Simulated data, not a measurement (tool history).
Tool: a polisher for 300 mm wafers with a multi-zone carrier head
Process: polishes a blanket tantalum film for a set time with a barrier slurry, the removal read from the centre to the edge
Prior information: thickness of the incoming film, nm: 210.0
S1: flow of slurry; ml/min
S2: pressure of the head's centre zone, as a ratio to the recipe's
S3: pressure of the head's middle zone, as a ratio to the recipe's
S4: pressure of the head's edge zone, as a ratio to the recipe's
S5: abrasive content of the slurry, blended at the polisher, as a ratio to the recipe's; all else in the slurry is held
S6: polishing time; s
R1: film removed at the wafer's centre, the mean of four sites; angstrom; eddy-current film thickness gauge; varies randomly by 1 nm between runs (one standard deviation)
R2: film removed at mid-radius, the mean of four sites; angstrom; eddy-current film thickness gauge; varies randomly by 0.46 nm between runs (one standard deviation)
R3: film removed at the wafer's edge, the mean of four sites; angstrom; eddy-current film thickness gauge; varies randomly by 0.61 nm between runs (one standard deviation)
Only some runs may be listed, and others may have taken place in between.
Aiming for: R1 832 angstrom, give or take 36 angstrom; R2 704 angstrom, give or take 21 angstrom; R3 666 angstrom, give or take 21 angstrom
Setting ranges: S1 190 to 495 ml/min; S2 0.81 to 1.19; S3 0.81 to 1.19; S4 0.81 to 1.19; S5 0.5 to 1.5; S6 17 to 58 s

| run | hour | S1 | S2 | S3 | S4 | S5 | S6 | R1 | R2 | R3 |
|---|---|---|---|---|---|---|---|---|---|---|
| 1 | 0 | 320 | 1 | 1 | 1 | 1 | 37 | 974.68 | 900.21 | 906.8 |
| 2 | 3 | 290 | 1 | 1 | 1 | 1 | 37 | 973.96 | 894.76 | 907.77 |
| 3 | 11.7 | 295 | 1.01 | 1 | 0.98 | 0.9 | 36 | 914.92 | 838.53 | 858.14 |
| 4 | 18.3 | 295 | 0.98 | 1 | 0.98 | 0.9 | 36 | 889.99 | 835.27 | 844.84 |
| 5 | 20 | 305 | 1.01 | 1.01 | 0.95 | 0.85 | 35 | 896.69 | 816.12 | 805.81 |
| 6 | 24 | 315 | 1.02 | 1.01 | 0.93 | 0.8 | 35 | 894.63 | 795.84 | 784.72 |
| 7 | 32 | 315 | 1.05 | 1.02 | 0.83 | 0.55 | 34 | 743.65 | 654 | 597.16 |
| 8 | 33.2 | 325 | 1.06 | 1.02 | 0.85 | 0.55 | 34 | 739.51 | 649.84 | 609.54 |
| 9 | 34.1 | 325 | 1.08 | 1.03 | 0.86 | 0.55 | 34 | 755.66 | 660.3 | 614.18 |
| 10 | 39.2 | 325 | 1.09 | 1.04 | 0.87 | 0.55 | 34 | 764.33 | 663.43 | 618.46 |
| 11 | 46.9 | 325 | 1.09 | 1.04 | 0.87 | 0.55 | 34 | 772.97 | 659.07 | 611.75 |
| 12 | 52.5 | 325 | 1.09 | 1.05 | 0.88 | 0.55 | 34 | 754.81 | 672.37 | 614.58 |
| 13 | 58.4 | 330 | 1.1 | 1.05 | 0.89 | 0.55 | 34 | 772.34 | 677.06 | 613.74 |
|  | 61.2 | centre zone pressure recalibrated |
| 14 | 61.2 | 330 | 1.11 | 1.05 | 0.9 | 0.55 | 34 | 718.4 | 671.45 | 623.25 |
| 15 | 70 | 330 | 1.1 | 1.04 | 0.89 | 0.6 | 34 | 753.76 | 697.01 | 655.43 |
| 16 | 70.8 | 320 | 1.09 | 1.04 | 0.89 | 0.6 | 34 | 751.05 | 698.35 | 644.68 |
| 17 | 72.8 | 330 | 1.08 | 1.04 | 0.89 | 0.6 | 34 | 738.94 | 696.07 | 657.79 |
| 18 | 80.1 | 325 | 1.08 | 1.04 | 0.9 | 0.6 | 34 | 750.07 | 689.25 | 645.68 |
| 19 | 87.2 | 355 | 1.17 | 1.04 | 0.94 | 0.65 | 34 | 829.77 | 721.53 | 685.95 |

Next run, 5 choices. One meets every target within its allowed miss, the rest don't. Which?
| A | 94.3 | 345 | 1.16 | 1.01 | 0.95 | 0.6 | 37 | ? | ? | ? |
| B | 94.3 | 345 | 1.19 | 1.05 | 0.94 | 0.8 | 30 | ? | ? | ? |
| C | 94.3 | 410 | 1.12 | 1.05 | 1.08 | 0.5 | 38 | ? | ? | ? |
| D | 94.3 | 355 | 1.14 | 1.04 | 0.98 | 0.65 | 35 | ? | ? | ? |
| E | 94.3 | 415 | 1.19 | 1.03 | 1.1 | 0.85 | 29 | ? | ? | ? |

| move | R1 | R2 | R3 |
|---|---|---|---|
| A | 850.25 | 735.68 | 733.15 |
| B | 804.08 | 700.49 | 671.85 |
| C | 772.18 | 714.32 | 730.83 |
| D | 823.65 | 743.21 | 732.58 |
| E | 805.62 | 689.54 | 724.12 |
A: misses by more than the last run did
B: each result inside its tolerance
C: misses by more than the last run did
D: misses by more than the last run did
E: misses by more than the last run did
The right move is B.
